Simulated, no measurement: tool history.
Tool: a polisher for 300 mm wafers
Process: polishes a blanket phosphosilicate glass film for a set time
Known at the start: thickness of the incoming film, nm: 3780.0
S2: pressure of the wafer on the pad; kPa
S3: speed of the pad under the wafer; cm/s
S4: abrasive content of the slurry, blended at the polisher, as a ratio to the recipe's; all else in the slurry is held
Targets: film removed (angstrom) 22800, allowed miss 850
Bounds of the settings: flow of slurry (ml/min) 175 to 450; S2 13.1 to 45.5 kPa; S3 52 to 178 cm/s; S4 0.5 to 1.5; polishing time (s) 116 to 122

run 1 hour=0 | flow_of_slurry_(ml/min)=290 S2=29 S3=114 S4=1 polishing_time_(s)=116 | film_removed_(angstrom)=11957
run 2 hour=6.7 | flow_of_slurry_(ml/min)=230 S2=29 S3=114 S4=1 polishing_time_(s)=116 | film_removed_(angstrom)=11830
run 3 hour=13.9 | flow_of_slurry_(ml/min)=230 S2=29 S3=114 S4=1 polishing_time_(s)=122 | film_removed_(angstrom)=12453
run 4 hour=20.8 | flow_of_slurry_(ml/min)=295 S2=29 S3=114 S4=1 polishing_time_(s)=122 | film_removed_(angstrom)=12680
run 5 hour=27.4 | flow_of_slurry_(ml/min)=295 S2=29 S3=114 S4=1.1 polishing_time_(s)=122 | film_removed_(angstrom)=13260
run 6 hour=33.8 | flow_of_slurry_(ml/min)=295 S2=29 S3=136 S4=1.1 polishing_time_(s)=122 | film_removed_(angstrom)=14676
run 7 hour=41.1 | flow_of_slurry_(ml/min)=295 S2=33.1 S3=138 S4=1.1 polishing_time_(s)=122 | film_removed_(angstrom)=16152
run 8 hour=42 | flow_of_slurry_(ml/min)=295 S2=36.5 S3=142 S4=1.1 polishing_time_(s)=122 | film_removed_(angstrom)=17866
-- hour=45.9 conditioning disc replaced and pad reconditioned
run 9 hour=45.9 | flow_of_slurry_(ml/min)=295 S2=39.3 S3=146 S4=1.1 polishing_time_(s)=122 | film_removed_(angstrom)=32664

Which of these 4 next moves meets every target?
run A hour=49.8 | flow_of_slurry_(ml/min)=365 S2=27.6 S3=142 S4=1.1 polishing_time_(s)=116 | film_removed_(angstrom)=?
run B hour=49.8 | flow_of_slurry_(ml/min)=320 S2=30.3 S3=154 S4=1.15 polishing_time_(s)=116 | film_removed_(angstrom)=?
run C hour=49.8 | flow_of_slurry_(ml/min)=300 S2=35.9 S3=136 S4=1.1 polishing_time_(s)=122 | film_removed_(angstrom)=?
run D hour=49.8 | flow_of_slurry_(ml/min)=230 S2=33.8 S3=142 S4=0.9 polishing_time_(s)=118 | film_removed_(angstrom)=?

move=A film_removed_(angstrom)=21197
move=B film_removed_(angstrom)=25002
move=C film_removed_(angstrom)=27390
move=D film_removed_(angstrom)=22843
A: takes the result that was furthest off past its target
B: nearer than the last run, and not there yet
C: nearer than the last run, and not there yet
D: meets every target
The right move is D.
